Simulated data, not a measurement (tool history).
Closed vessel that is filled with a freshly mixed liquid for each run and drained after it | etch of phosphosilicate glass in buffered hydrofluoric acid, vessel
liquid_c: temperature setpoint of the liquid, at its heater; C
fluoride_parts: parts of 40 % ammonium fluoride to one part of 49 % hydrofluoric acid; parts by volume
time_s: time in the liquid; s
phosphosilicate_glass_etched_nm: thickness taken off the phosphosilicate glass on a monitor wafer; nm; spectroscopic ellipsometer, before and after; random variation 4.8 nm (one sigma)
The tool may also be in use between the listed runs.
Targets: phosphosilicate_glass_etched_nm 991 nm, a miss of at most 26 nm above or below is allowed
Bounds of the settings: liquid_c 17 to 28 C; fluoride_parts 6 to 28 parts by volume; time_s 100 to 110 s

run    day  liquid_c  fluoride_parts  time_s  phosphosilicate_glass_etched_nm
  1      0        20              17     100                           392.35
  2  0.296        20              17     100                            395.4
  3  0.329        20              17     110                            433.2
  4  0.617        20            13.5     110                           544.07
  5  0.875      21.5              13     110                           609.33
  6  1.025        19              13     110                           532.68
  7  1.346        23              10     110                           853.45
  8  1.638      23.5              10     110                           882.18
  9  1.667        24              10     110                           905.31
 10  1.788      24.5              10     110                           932.18
 11  1.888        25              10     110                           959.34

Exercise: of the 5 proposed moves below, exactly one satisfies all targets within the stated allowed misses. Which move is it?
  A  1.988      23.5               9     105                                ?
  B  1.988      21.5               8     100                                ?
  C  1.988        25             8.5     100                                ?
  D  1.988      24.5              10     110                                ?
  E  1.988        27            10.5     100                                ?

move  phosphosilicate_glass_etched_nm
   A                            910.7
   B                           882.85
   C                           1001.3
   D                           942.91
   E                            935.4
A: its largest miss is bigger than the last run's
B: its largest miss is bigger than the last run's
C: each result inside its tolerance
D: its largest miss is bigger than the last run's
E: its largest miss is bigger than the last run's
The right move is C.

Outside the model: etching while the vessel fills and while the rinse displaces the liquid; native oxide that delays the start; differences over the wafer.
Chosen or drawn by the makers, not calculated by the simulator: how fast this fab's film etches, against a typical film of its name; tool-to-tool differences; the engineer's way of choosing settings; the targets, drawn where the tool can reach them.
